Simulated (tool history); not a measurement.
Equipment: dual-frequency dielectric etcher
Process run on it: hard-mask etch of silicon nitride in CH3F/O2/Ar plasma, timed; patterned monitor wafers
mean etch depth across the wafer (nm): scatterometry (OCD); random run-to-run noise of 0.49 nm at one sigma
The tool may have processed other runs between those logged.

run	hour	source power (kW)	bias power (kW)	etch time (s)	mean etch depth across the wafer (nm)
1	0	0.48	0.066	110	86.516
2	6.3	0.4	0.066	110	80.48
3	11.6	0.38	0.065	110	78.973
4	16	0.37	0.065	110	79.121
5	17.6	0.41	0.065	110	81.629
6	20.2	0.41	0.072	110	83.856
7	21.2	0.39	0.07	109.5	81.626
8	30	0.37	0.069	109	80.303
9	31.1	0.36	0.068	108.5	77.54
10	31.8	0.35	0.068	108.5	76.933
11	34.8	0.34	0.068	108.5	76.04

What does the tool deliver on the next run?
12	42.8	0.33	0.068	108.5	?

{"run 12": {"mean etch depth across the wafer (nm)": 75.852}}
